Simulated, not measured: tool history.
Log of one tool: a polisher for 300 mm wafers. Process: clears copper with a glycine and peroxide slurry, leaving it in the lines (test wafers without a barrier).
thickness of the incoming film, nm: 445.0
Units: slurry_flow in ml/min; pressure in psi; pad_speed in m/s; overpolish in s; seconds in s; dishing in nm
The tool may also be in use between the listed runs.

{"run": 1, "day": 0.0, "slurry_flow": 210, "pressure": 2.5, "pad_speed": 0.94, "overpolish": 23, "seconds": 69.289, "dishing": 87.436}
{"run": 2, "day": 0.229, "slurry_flow": 205, "pressure": 2.4, "pad_speed": 0.94, "overpolish": 24, "seconds": 72.935, "dishing": 85.801}
{"run": 3, "day": 0.567, "slurry_flow": 205, "pressure": 2.4, "pad_speed": 1.06, "overpolish": 24, "seconds": 65.813, "dishing": 92.849}
{"run": 4, "day": 0.8, "slurry_flow": 205, "pressure": 2.4, "pad_speed": 1.26, "overpolish": 24, "seconds": 58.469, "dishing": 98.81}
{"run": 5, "day": 0.983, "slurry_flow": 205, "pressure": 2.4, "pad_speed": 1.26, "overpolish": 31, "seconds": 58.254, "dishing": 117.61}
{"run": 6, "day": 1.3, "slurry_flow": 200, "pressure": 2.2, "pad_speed": 1.26, "overpolish": 32, "seconds": 62.447, "dishing": 110.84}
{"run": 7, "day": 1.35, "slurry_flow": 195, "pressure": 2.1, "pad_speed": 1.24, "overpolish": 33, "seconds": 66.586, "dishing": 110.34}
{"run": 8, "day": 1.567, "slurry_flow": 195, "pressure": 2.1, "pad_speed": 1.24, "overpolish": 33, "seconds": 66.501, "dishing": 111.85}
{"run": 9, "day": 1.671, "slurry_flow": 190, "pressure": 2, "pad_speed": 1.24, "overpolish": 33, "seconds": 68.658, "dishing": 109.24}

The next listed run, before its measurement:
{"run": 10, "day": 1.846, "slurry_flow": 185, "pressure": 1.9, "pad_speed": 1.24, "overpolish": 33, "seconds": "?", "dishing": "?"}

Run 10 gave seconds 73.822 s, dishing 102.18 nm.

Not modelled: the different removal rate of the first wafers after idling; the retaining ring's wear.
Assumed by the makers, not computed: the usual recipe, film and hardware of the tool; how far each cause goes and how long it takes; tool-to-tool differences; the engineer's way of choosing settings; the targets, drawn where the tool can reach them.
